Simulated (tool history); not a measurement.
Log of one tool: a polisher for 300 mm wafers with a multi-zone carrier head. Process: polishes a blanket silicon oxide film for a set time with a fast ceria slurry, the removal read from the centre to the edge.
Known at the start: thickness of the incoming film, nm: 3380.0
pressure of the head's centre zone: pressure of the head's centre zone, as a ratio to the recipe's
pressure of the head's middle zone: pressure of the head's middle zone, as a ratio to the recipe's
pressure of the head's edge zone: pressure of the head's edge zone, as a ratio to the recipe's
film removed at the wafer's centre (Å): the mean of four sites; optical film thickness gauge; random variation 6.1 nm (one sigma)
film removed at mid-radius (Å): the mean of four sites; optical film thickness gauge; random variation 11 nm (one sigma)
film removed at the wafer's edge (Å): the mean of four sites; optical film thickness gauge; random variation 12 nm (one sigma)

run	hour	flow of slurry (ml/min)	pressure of the head's centre zone	pressure of the head's middle zone	pressure of the head's edge zone	polishing time (s)	film removed at the wafer's centre (Å)	film removed at mid-radius (Å)	film removed at the wafer's edge (Å)
1	0	295	1	1	1	71	7771.3	7770.4	7988.1
2	2	350	1	1	1	71	7921.8	7973.4	7992.7
3	9.9	350	1	1	1	58	6397.6	6501.6	6661.2
4	13.8	330	0.96	1.04	1.05	68	7280.6	7797.3	7808.7
5	20.4	310	0.92	1.06	1.08	76	7911.3	8872.6	8809.7
6	25.3	310	0.92	1.06	1.08	60	6222.1	7001.1	6996.3
7	29.8	310	0.86	1.14	1.18	80	8009	10041	9724
8	37.8	320	0.86	1.14	1.18	84	8282.4	10472	10344
9	40.3	325	0.87	1.15	1.18	86	8741.7	10799	10388
10	49.1	325	0.86	1.15	1.18	88	8739.1	11054	10725

Forecast run 11:
11	55.5	325	0.86	1.15	1.18	90	?	?	?

Run 11 gave film removed at the wafer's centre (Å) 9000.9, film removed at mid-radius (Å) 11259, film removed at the wafer's edge (Å) 10922.
